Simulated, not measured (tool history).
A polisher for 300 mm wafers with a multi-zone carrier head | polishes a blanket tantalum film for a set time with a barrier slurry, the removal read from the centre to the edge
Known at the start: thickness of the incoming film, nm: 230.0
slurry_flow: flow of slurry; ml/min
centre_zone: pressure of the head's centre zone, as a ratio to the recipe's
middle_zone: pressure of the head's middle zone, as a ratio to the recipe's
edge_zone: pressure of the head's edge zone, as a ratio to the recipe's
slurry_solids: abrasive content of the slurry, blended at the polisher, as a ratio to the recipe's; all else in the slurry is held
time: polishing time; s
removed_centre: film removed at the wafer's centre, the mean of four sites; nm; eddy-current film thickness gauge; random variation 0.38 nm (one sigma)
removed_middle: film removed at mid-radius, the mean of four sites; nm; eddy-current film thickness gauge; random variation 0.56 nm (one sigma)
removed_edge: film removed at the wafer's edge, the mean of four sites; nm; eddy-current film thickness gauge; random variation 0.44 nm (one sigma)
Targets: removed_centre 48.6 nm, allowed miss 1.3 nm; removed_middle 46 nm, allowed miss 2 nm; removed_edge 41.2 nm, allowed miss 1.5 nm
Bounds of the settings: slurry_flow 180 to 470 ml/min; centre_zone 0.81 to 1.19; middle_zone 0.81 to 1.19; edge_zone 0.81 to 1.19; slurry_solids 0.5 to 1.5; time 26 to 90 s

{"run": 1, "hour": 0.0, "slurry_flow": 300, "centre_zone": 1, "middle_zone": 1, "edge_zone": 1, "slurry_solids": 1, "time": 58, "removed_centre": 51.801, "removed_middle": 51.674, "removed_edge": 51.068}
{"run": 2, "hour": 8.8, "slurry_flow": 300, "centre_zone": 1.02, "middle_zone": 1, "edge_zone": 0.96, "slurry_solids": 0.9, "time": 58, "removed_centre": 51.782, "removed_middle": 50.417, "removed_edge": 48.863}
{"run": 3, "hour": 13.0, "slurry_flow": 300, "centre_zone": 1.03, "middle_zone": 1, "edge_zone": 0.92, "slurry_solids": 0.8, "time": 58, "removed_centre": 50.276, "removed_middle": 49.51, "removed_edge": 46.278}
{"run": 4, "hour": 22.0, "slurry_flow": 300, "centre_zone": 1.03, "middle_zone": 1, "edge_zone": 0.92, "slurry_solids": 0.65, "time": 58, "removed_centre": 46.554, "removed_middle": 46.665, "removed_edge": 43.371}
{"run": 5, "hour": 27.6, "slurry_flow": 300, "centre_zone": 1.08, "middle_zone": 1, "edge_zone": 0.92, "slurry_solids": 0.65, "time": 58, "removed_centre": 49.051, "removed_middle": 45.877, "removed_edge": 44.325}
{"run": 6, "hour": 33.2, "slurry_flow": 300, "centre_zone": 1.08, "middle_zone": 1, "edge_zone": 0.88, "slurry_solids": 0.65, "time": 58, "removed_centre": 49.392, "removed_middle": 46.736, "removed_edge": 42.734}
{"run": 7, "hour": 41.4, "slurry_flow": 300, "centre_zone": 1.08, "middle_zone": 1, "edge_zone": 0.88, "slurry_solids": 0.65, "time": 58, "removed_centre": 50.114, "removed_middle": 46.308, "removed_edge": 42.586}
{"run": 8, "hour": 48.1, "slurry_flow": 280, "centre_zone": 1.06, "middle_zone": 1.01, "edge_zone": 0.83, "slurry_solids": 0.6, "time": 58, "removed_centre": 46.718, "removed_middle": 45.657, "removed_edge": 40.772}
{"run": 9, "hour": 55.3, "slurry_flow": 285, "centre_zone": 1.07, "middle_zone": 1.01, "edge_zone": 0.83, "slurry_solids": 0.6, "time": 58, "removed_centre": 47.022, "removed_middle": 44.969, "removed_edge": 41.035}

4 next moves are on the table. One of them brings every result within its allowed miss. Which?
{"run": "A", "hour": 62.5, "slurry_flow": 195, "centre_zone": 1, "middle_zone": 0.93, "edge_zone": 0.87, "slurry_solids": 0.6, "time": 62, "removed_centre": "?", "removed_middle": "?", "removed_edge": "?"}
{"run": "B", "hour": 62.5, "slurry_flow": 305, "centre_zone": 1.03, "middle_zone": 0.92, "edge_zone": 0.89, "slurry_solids": 0.5, "time": 63, "removed_centre": "?", "removed_middle": "?", "removed_edge": "?"}
{"run": "C", "hour": 62.5, "slurry_flow": 315, "centre_zone": 1.08, "middle_zone": 1.01, "edge_zone": 0.81, "slurry_solids": 0.6, "time": 59, "removed_centre": "?", "removed_middle": "?", "removed_edge": "?"}
{"run": "D", "hour": 62.5, "slurry_flow": 310, "centre_zone": 1, "middle_zone": 1.13, "edge_zone": 0.81, "slurry_solids": 0.65, "time": 56, "removed_centre": "?", "removed_middle": "?", "removed_edge": "?"}

move=A removed_centre=44.2 removed_middle=42.763 removed_edge=42.892
move=B removed_centre=46.448 removed_middle=42.928 removed_edge=43.089
move=C removed_centre=48.917 removed_middle=46.561 removed_edge=41.929
move=D removed_centre=44.107 removed_middle=49.911 removed_edge=40.776
A: further off than the last run
B: further off than the last run
C: meets every target
D: further off than the last run
Move C is the one to make.

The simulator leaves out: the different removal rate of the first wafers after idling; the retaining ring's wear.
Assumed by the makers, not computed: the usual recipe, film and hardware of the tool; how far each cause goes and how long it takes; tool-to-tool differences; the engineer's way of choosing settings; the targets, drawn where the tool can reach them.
